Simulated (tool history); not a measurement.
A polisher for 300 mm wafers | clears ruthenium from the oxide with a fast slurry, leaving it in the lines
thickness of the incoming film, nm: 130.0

| run | day | flow of slurry (ml/min) | pressure of the wafer on the pad (kPa) | speed of the pad under the wafer (cm/s) | abrasive content of the slurry | overpolish time after the end point (s) | time until the end point was called (s) | dishing of a wide line in a test structure (Å) |
|---|---|---|---|---|---|---|---|---|
| 1 | 0.000 | 170 | 14.5 | 122 | 1.0 | 10 | 23.620 | 451.96 |
| 2 | 0.046 | 195 | 14.5 | 122 | 1.0 | 10 | 23.217 | 453.94 |
| 3 | 0.212 | 190 | 12.4 | 110 | 1.0 | 10 | 28.518 | 377.43 |
| 4 | 0.346 | 190 | 9.7 | 110 | 1.0 | 10 | 35.926 | 305.98 |
| 5 | 0.646 | 190 | 6.9 | 110 | 1.0 | 10 | 46.369 | 236.19 |
| 6 | 0.950 | 180 | 6.9 | 102 | 1.0 | 10 | 48.543 | 223.19 |
| 7 | 1.075 | 175 | 6.9 | 94 | 1.0 | 11 | 53.366 | 227.54 |
| 8 | 1.129 | 165 | 6.9 | 92 | 1.0 | 11 | 55.608 | 222.51 |

Expected results for the next run?
| 9 | 1.371 | 155 | 6.9 | 92 | 1.0 | 11 | ? | ? |

time until the end point was called (s): 54.957
dishing of a wide line in a test structure (Å): 220.61

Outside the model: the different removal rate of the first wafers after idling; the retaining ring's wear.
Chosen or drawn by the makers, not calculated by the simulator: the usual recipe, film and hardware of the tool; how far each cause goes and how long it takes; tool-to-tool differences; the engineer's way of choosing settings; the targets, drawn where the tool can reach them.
